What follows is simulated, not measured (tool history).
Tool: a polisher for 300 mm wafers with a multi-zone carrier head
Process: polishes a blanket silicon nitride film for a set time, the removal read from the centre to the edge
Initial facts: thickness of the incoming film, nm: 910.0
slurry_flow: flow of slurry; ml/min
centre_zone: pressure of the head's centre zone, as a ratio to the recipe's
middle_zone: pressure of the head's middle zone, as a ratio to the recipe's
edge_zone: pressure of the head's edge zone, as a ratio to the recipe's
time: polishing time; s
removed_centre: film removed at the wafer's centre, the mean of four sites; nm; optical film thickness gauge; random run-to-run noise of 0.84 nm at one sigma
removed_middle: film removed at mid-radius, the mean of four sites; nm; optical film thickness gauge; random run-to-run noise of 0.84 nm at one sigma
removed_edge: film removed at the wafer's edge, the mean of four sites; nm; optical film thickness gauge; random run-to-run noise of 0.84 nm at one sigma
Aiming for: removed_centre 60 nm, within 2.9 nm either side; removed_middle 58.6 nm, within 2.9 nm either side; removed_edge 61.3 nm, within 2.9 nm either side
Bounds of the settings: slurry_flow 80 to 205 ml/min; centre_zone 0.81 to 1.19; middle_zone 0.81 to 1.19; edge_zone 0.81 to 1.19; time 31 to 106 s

{"run": 1, "hour": 0.0, "slurry_flow": 135, "centre_zone": 1, "middle_zone": 1, "edge_zone": 1, "time": 68, "removed_centre": 76.062, "removed_middle": 76.117, "removed_edge": 76.931}
{"run": 2, "hour": 6.3, "slurry_flow": 135, "centre_zone": 1.05, "middle_zone": 1, "edge_zone": 1, "time": 68, "removed_centre": 80.719, "removed_middle": 76.015, "removed_edge": 78.322}
{"run": 3, "hour": 8.2, "slurry_flow": 135, "centre_zone": 1.05, "middle_zone": 1, "edge_zone": 1, "time": 84, "removed_centre": 99.568, "removed_middle": 95.423, "removed_edge": 97.414}
{"run": 4, "hour": 13.8, "slurry_flow": 135, "centre_zone": 0.97, "middle_zone": 1, "edge_zone": 1, "time": 84, "removed_centre": 94.839, "removed_middle": 97.166, "removed_edge": 97.027}
{"run": 5, "hour": 16.2, "slurry_flow": 135, "centre_zone": 0.97, "middle_zone": 1, "edge_zone": 0.97, "time": 84, "removed_centre": 92.584, "removed_middle": 97.139, "removed_edge": 95.711}
{"run": 6, "hour": 17.4, "slurry_flow": 135, "centre_zone": 0.97, "middle_zone": 1, "edge_zone": 1, "time": 84, "removed_centre": 93.348, "removed_middle": 96.099, "removed_edge": 96.12}
{"run": 7, "hour": 22.7, "slurry_flow": 120, "centre_zone": 0.98, "middle_zone": 0.93, "edge_zone": 0.96, "time": 65, "removed_centre": 70.048, "removed_middle": 68.025, "removed_edge": 73.484}
{"run": 8, "hour": 28.3, "slurry_flow": 120, "centre_zone": 0.98, "middle_zone": 0.93, "edge_zone": 0.95, "time": 63, "removed_centre": 66.506, "removed_middle": 64.454, "removed_edge": 71.633}
{"run": 9, "hour": 30.3, "slurry_flow": 120, "centre_zone": 0.99, "middle_zone": 0.94, "edge_zone": 0.94, "time": 61, "removed_centre": 64.27, "removed_middle": 63.055, "removed_edge": 68.864}
{"run": 10, "hour": 38.6, "slurry_flow": 120, "centre_zone": 1, "middle_zone": 0.95, "edge_zone": 0.93, "time": 60, "removed_centre": 67.746, "removed_middle": 64.107, "removed_edge": 65.466}
{"run": 11, "hour": 46.7, "slurry_flow": 115, "centre_zone": 0.99, "middle_zone": 0.94, "edge_zone": 0.93, "time": 59, "removed_centre": 65.097, "removed_middle": 62.061, "removed_edge": 65.508}
{"run": 12, "hour": 53.6, "slurry_flow": 100, "centre_zone": 0.97, "middle_zone": 0.94, "edge_zone": 0.88, "time": 56, "removed_centre": 55.485, "removed_middle": 56.317, "removed_edge": 57.751}
{"run": 13, "hour": 54.6, "slurry_flow": 105, "centre_zone": 0.97, "middle_zone": 0.94, "edge_zone": 0.88, "time": 56, "removed_centre": 56.789, "removed_middle": 56.496, "removed_edge": 60.134}

Consider the 5 candidate settings below. Which is the only one whose results all fall within their allowed miss of target?
{"run": "A", "hour": 55.6, "slurry_flow": 95, "centre_zone": 0.96, "middle_zone": 0.99, "edge_zone": 0.86, "time": 55, "removed_centre": "?", "removed_middle": "?", "removed_edge": "?"}
{"run": "B", "hour": 55.6, "slurry_flow": 90, "centre_zone": 0.87, "middle_zone": 0.98, "edge_zone": 0.87, "time": 60, "removed_centre": "?", "removed_middle": "?", "removed_edge": "?"}
{"run": "C", "hour": 55.6, "slurry_flow": 100, "centre_zone": 0.86, "middle_zone": 0.87, "edge_zone": 0.94, "time": 58, "removed_centre": "?", "removed_middle": "?", "removed_edge": "?"}
{"run": "D", "hour": 55.6, "slurry_flow": 95, "centre_zone": 0.99, "middle_zone": 0.94, "edge_zone": 0.83, "time": 60, "removed_centre": "?", "removed_middle": "?", "removed_edge": "?"}
{"run": "E", "hour": 55.6, "slurry_flow": 110, "centre_zone": 0.82, "middle_zone": 0.88, "edge_zone": 0.85, "time": 58, "removed_centre": "?", "removed_middle": "?", "removed_edge": "?"}

move=A removed_centre=54.138 removed_middle=55.065 removed_edge=55.131
move=B removed_centre=52.27 removed_middle=58.435 removed_edge=59.624
move=C removed_centre=52.095 removed_middle=53.072 removed_edge=60.827
move=D removed_centre=60.899 removed_middle=57.506 removed_edge=59.444
move=E removed_centre=51.381 removed_middle=55.2 removed_edge=59.85
A: misses by more than the last run did
B: misses by more than the last run did
C: misses by more than the last run did
D: every result within its allowed miss
E: misses by more than the last run did
The move that meets every target is D.
